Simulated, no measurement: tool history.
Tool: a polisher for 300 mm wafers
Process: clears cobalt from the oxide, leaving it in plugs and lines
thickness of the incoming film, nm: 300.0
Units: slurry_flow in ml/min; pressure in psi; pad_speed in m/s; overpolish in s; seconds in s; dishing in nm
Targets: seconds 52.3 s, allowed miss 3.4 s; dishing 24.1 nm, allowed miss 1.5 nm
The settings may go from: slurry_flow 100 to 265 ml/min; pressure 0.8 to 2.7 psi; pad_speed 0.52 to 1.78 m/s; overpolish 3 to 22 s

run,hour,slurry_flow,pressure,pad_speed,overpolish,seconds,dishing
1,0,170,1.7,1.14,11,75.929,32.527
2,0.7,170,1.7,1.24,11,68.434,34.062
3,9.5,170,1.7,1.26,10,68.787,33.092
4,18.5,175,1.8,1.24,9,65.307,30.787
5,25.9,175,1.9,1.24,8,59.808,30.43
# hour 32.5: worn pad replaced by a new one
6,32.5,175,1.9,1.36,8,53.119,34.184
7,36.8,205,2.2,1.16,3,51.424,16.141
8,43.9,195,2.2,1.16,3,52.047,16.116
9,50.7,190,2.2,1.18,3,49.177,16.382
10,56.6,195,2.1,1.16,9,52.819,35.208
11,63.9,205,2.2,1.12,7,52.76,30.535
12,71.6,200,2.2,1.12,7,52.238,30.481
13,79.2,195,2.2,1.14,6,51.223,28.279

Which of these 4 next moves meets every target?
A,86.8,165,2.2,1.2,4,?,?
B,86.8,195,2.2,1.14,5,?,?
C,86.8,165,2.2,1.12,9,?,?
D,86.8,185,2.4,1.24,5,?,?

move,seconds,dishing
A,50.91,20.426
B,52.189,23.899
C,53.995,35.321
D,44.864,26.779
A: takes the result that was furthest off past its target
B: meets every target
C: further off than the last run
D: nearer than the last run, and not there yet
Answer: B

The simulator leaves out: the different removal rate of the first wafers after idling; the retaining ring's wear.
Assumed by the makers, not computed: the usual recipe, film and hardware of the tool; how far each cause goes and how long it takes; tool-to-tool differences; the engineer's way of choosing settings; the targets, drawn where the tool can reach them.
